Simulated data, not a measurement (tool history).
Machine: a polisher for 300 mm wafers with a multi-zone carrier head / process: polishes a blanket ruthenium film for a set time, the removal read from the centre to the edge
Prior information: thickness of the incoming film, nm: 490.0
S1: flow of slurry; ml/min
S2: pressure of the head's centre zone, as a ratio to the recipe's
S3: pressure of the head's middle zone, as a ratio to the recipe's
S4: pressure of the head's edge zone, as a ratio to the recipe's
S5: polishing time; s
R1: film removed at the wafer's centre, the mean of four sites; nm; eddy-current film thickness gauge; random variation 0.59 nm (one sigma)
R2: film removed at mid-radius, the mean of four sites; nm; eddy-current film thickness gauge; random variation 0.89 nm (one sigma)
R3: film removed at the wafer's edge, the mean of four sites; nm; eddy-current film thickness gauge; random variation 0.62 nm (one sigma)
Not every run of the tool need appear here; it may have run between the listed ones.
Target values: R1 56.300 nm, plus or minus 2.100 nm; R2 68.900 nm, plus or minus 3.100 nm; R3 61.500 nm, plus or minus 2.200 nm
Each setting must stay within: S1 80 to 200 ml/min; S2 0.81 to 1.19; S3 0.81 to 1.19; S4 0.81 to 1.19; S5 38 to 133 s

run  hour   S1    S2    S3    S4  S5       R1       R2       R3
  1   0.0  130  1.00  1.00  1.00  85  106.350  106.570  107.200
  2   4.9  150  1.00  1.00  1.00  85  108.840  108.210  108.560
  3  13.4  150  1.00  1.00  0.96  85  110.010  108.520  105.840
  4  20.9  170  1.00  1.00  0.96  85  110.730  111.010  106.620
  5  25.8  170  0.95  1.00  0.93  73   91.404   94.927   90.825
  6  26.8  165  0.91  1.01  0.90  65   77.179   86.275   79.951
  7  31.6  160  0.89  1.01  0.88  61   71.224   80.717   74.138
  8  39.9  150  0.87  1.01  0.86  59   65.255   75.009   70.604
  9  46.8  115  0.88  1.11  0.81  52   56.725   70.073   59.105
 10  54.7  115  0.88  1.10  0.82  52   55.937   70.852   58.344
 11  57.4  115  0.88  1.08  0.83  52   55.020   69.083   59.021
 12  65.9  115  0.88  1.07  0.84  52   55.091   67.788   58.589

Which of these 4 next moves meets every target?
  A  74.4   80  0.91  1.12  0.93  54   ?   ?   ?
  B  74.4  145  0.91  1.02  0.82  54   ?   ?   ?
  C  74.4  125  1.00  1.04  0.81  49   ?   ?   ?
  D  74.4  120  0.88  1.18  0.84  49   ?   ?   ?

move      R1      R2      R3
   A  56.143  70.020  61.368
   B  62.726  71.259  62.080
   C  61.016  64.240  55.129
   D  53.298  71.168  55.660
A: meets every target
B: brings the last run's worst result on target, with another outside its allowed miss
C: further off than the last run
D: further off than the last run
So the answer is move A, the one that meets all the targets.
